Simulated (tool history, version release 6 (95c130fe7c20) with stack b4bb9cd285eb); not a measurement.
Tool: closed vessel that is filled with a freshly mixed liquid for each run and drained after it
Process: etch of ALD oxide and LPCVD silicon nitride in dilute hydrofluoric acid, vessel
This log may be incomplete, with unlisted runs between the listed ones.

run	day	temperature setpoint of the liquid (K)	parts of water to one part of 49 % hydrofluoric acid (parts by volume)	time in the liquid (s)	thickness taken off the ALD oxide on a monitor wafer (nm)	thickness taken off the LPCVD silicon nitride on a monitor wafer (nm)
1	0.000	293.15	215	205	17.832	0.41999
2	0.162	292.15	240	205	15.126	0.31552
3	0.212	292.15	185	205	20.670	0.36676
4	0.388	292.15	185	125	12.576	0.23328
5	0.529	292.15	200	125	11.530	0.24526
6	0.658	292.15	205	125	11.171	0.21015
7	0.921	292.15	210	125	10.830	0.20244
8	1.071	292.65	215	125	10.760	0.20620

For run 9, what comes out?
9	1.100	292.65	220	125	?	?

Run 9 produced thickness taken off the ALD oxide on a monitor wafer (nm) 10.394, thickness taken off the LPCVD silicon nitride on a monitor wafer (nm) 0.23967.
